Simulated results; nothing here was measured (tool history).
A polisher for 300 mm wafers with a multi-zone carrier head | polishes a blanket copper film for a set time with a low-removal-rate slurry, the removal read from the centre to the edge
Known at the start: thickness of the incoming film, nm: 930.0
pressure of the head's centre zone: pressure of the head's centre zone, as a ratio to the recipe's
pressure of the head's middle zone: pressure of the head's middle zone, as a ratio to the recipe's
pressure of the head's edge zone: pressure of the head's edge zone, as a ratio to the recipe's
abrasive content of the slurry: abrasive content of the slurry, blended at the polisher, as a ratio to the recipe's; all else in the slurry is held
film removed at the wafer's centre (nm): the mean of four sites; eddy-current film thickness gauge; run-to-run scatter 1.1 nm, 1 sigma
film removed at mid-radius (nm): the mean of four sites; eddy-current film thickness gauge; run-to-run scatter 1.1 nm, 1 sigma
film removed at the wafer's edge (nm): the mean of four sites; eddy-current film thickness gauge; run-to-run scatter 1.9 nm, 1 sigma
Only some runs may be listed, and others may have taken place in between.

| run | hour | flow of slurry (ml/min) | pressure of the head's centre zone | pressure of the head's middle zone | pressure of the head's edge zone | abrasive content of the slurry | polishing time (s) | film removed at the wafer's centre (nm) | film removed at mid-radius (nm) | film removed at the wafer's edge (nm) |
|---|---|---|---|---|---|---|---|---|---|---|
| 1 | 0.0 | 245 | 1.00 | 1.00 | 1.00 | 1.00 | 73 | 205.57 | 206.70 | 207.61 |
| 2 | 7.0 | 245 | 1.00 | 1.00 | 1.00 | 0.80 | 73 | 195.39 | 200.65 | 194.93 |
| 3 | 9.8 | 245 | 1.00 | 1.07 | 1.00 | 0.80 | 73 | 198.86 | 213.48 | 194.48 |
| 4 | 16.3 | 245 | 1.00 | 1.07 | 1.00 | 0.80 | 85 | 230.24 | 247.22 | 221.33 |
| 5 | 21.5 | 240 | 1.01 | 1.04 | 0.98 | 0.75 | 82 | 218.61 | 229.09 | 209.48 |
| 6 | 25.9 | 240 | 1.01 | 1.04 | 1.05 | 0.75 | 82 | 219.93 | 230.24 | 220.68 |
| 7 | 28.1 | 240 | 1.02 | 1.01 | 1.02 | 0.70 | 79 | 211.98 | 212.58 | 203.29 |
| 8 | 28.7 | 235 | 1.02 | 0.98 | 0.99 | 0.65 | 77 | 201.22 | 195.41 | 192.19 |
| 9 | 36.1 | 230 | 1.02 | 0.97 | 0.96 | 0.65 | 76 | 199.45 | 196.19 | 189.76 |
| 10 | 44.2 | 235 | 1.03 | 0.95 | 0.94 | 0.65 | 74 | 193.93 | 187.38 | 181.45 |

The next listed run, before its measurement:
| 11 | 49.1 | 230 | 1.04 | 0.93 | 0.92 | 0.65 | 73 | ? | ? | ? |

{"run 11": {"film removed at the wafer's centre (nm)": 194.48, "film removed at mid-radius (nm)": 180.19, "film removed at the wafer's edge (nm)": 178.19}}

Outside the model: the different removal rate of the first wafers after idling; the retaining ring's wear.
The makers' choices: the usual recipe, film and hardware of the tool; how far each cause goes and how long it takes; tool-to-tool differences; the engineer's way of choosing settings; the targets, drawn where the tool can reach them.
